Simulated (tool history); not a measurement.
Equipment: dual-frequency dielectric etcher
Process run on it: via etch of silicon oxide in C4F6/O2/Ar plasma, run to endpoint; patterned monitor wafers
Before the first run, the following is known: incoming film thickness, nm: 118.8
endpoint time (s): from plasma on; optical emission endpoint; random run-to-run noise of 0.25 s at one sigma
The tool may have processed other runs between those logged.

run 1 hour=0.0 | bias_power_(kW)=0.571 source_power_(kW)=0.290 Ar_flow_(sccm)=311 | endpoint_time_(s)=33.513
run 2 hour=6.3 | bias_power_(kW)=0.542 source_power_(kW)=0.280 Ar_flow_(sccm)=314 | endpoint_time_(s)=34.774
run 3 hour=14.9 | bias_power_(kW)=0.622 source_power_(kW)=0.280 Ar_flow_(sccm)=314 | endpoint_time_(s)=32.619
run 4 hour=16.5 | bias_power_(kW)=0.587 source_power_(kW)=0.270 Ar_flow_(sccm)=316 | endpoint_time_(s)=33.747
run 5 hour=24.2 | bias_power_(kW)=0.587 source_power_(kW)=0.270 Ar_flow_(sccm)=351 | endpoint_time_(s)=34.183
run 6 hour=30.9 | bias_power_(kW)=0.541 source_power_(kW)=0.270 Ar_flow_(sccm)=351 | endpoint_time_(s)=34.929
run 7 hour=35.1 | bias_power_(kW)=0.513 source_power_(kW)=0.260 Ar_flow_(sccm)=352 | endpoint_time_(s)=36.617
run 8 hour=39.6 | bias_power_(kW)=0.491 source_power_(kW)=0.260 Ar_flow_(sccm)=353 | endpoint_time_(s)=36.640
run 9 hour=42.9 | bias_power_(kW)=0.471 source_power_(kW)=0.250 Ar_flow_(sccm)=354 | endpoint_time_(s)=37.754
run 10 hour=50.3 | bias_power_(kW)=0.454 source_power_(kW)=0.240 Ar_flow_(sccm)=355 | endpoint_time_(s)=39.404

The next listed run, before its measurement:
run 11 hour=58.2 | bias_power_(kW)=0.441 source_power_(kW)=0.240 Ar_flow_(sccm)=355 | endpoint_time_(s)=?

For run 11 the tool returned endpoint time (s) 39.347.
